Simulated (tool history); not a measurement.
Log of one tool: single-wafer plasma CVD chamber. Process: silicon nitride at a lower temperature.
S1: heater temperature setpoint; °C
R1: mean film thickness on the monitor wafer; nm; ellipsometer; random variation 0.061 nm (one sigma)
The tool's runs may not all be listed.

{"run": 1, "hour": 0.0, "S1": 345, "chamber pressure (mTorr)": 2000, "RF power (W)": 335, "deposition time (s)": 22.9, "R1": 32.055}
{"run": 2, "hour": 2.4, "S1": 345, "chamber pressure (mTorr)": 1930, "RF power (W)": 330, "deposition time (s)": 22.9, "R1": 31.185}
{"run": 3, "hour": 4.1, "S1": 351, "chamber pressure (mTorr)": 1930, "RF power (W)": 330, "deposition time (s)": 22.9, "R1": 31.058}
{"run": 4, "hour": 7.8, "S1": 351, "chamber pressure (mTorr)": 1860, "RF power (W)": 325, "deposition time (s)": 22.9, "R1": 30.328}
{"run": 5, "hour": 9.5, "S1": 343, "chamber pressure (mTorr)": 1860, "RF power (W)": 325, "deposition time (s)": 22.9, "R1": 30.537}
{"run": 6, "hour": 15.4, "S1": 343, "chamber pressure (mTorr)": 1860, "RF power (W)": 365, "deposition time (s)": 22.9, "R1": 33.665}
{"run": 7, "hour": 16.2, "S1": 343, "chamber pressure (mTorr)": 1790, "RF power (W)": 355, "deposition time (s)": 22.9, "R1": 32.484}
{"run": 8, "hour": 16.8, "S1": 343, "chamber pressure (mTorr)": 1720, "RF power (W)": 350, "deposition time (s)": 22.9, "R1": 31.563}
{"run": 9, "hour": 25.3, "S1": 343, "chamber pressure (mTorr)": 1660, "RF power (W)": 345, "deposition time (s)": 22.9, "R1": 30.833}

Forecast run 10:
{"run": 10, "hour": 26.9, "S1": 343, "chamber pressure (mTorr)": 1600, "RF power (W)": 340, "deposition time (s)": 22.9, "R1": "?"}

Run 10 gave R1 30.036 nm.
